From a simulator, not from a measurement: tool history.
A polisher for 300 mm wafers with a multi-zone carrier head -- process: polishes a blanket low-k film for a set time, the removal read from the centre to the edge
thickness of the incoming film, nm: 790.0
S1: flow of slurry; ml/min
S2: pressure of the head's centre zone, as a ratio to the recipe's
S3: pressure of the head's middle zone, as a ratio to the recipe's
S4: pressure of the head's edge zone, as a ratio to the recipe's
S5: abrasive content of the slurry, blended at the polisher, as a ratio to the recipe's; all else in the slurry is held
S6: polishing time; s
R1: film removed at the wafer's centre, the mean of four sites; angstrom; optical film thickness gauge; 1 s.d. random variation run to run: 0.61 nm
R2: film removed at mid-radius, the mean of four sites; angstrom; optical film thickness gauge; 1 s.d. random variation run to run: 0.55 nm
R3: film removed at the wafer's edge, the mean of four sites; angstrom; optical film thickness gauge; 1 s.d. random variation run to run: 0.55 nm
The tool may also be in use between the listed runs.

run,hour,S1,S2,S3,S4,S5,S6,R1,R2,R3
1,0,300,1,1,1,1,89,487.72,477.97,474.25
2,1.8,300,1,0.97,1,1,89,490.49,469.1,467.75
3,7.8,300,0.99,0.99,1.04,1.05,89,494.27,481.44,488.54
4,13.9,300,1.02,0.99,1.04,1.05,89,505.32,490.13,493.65
5,15.7,300,1.02,1.05,1.04,1.05,89,512.67,510.53,494.98
6,19.5,300,1,1.05,1.07,1.1,89,512.68,520.68,509.62
7,24.8,300,0.9,1.01,1.17,1.35,91,498.67,562.03,582.29

Run 8 is up next; what results do you expect?
8,25.7,305,0.91,1.01,1.17,1.35,91,?,?,?

{"run 8": {"R1": 508.91, "R2": 556.25, "R3": 591.7}}
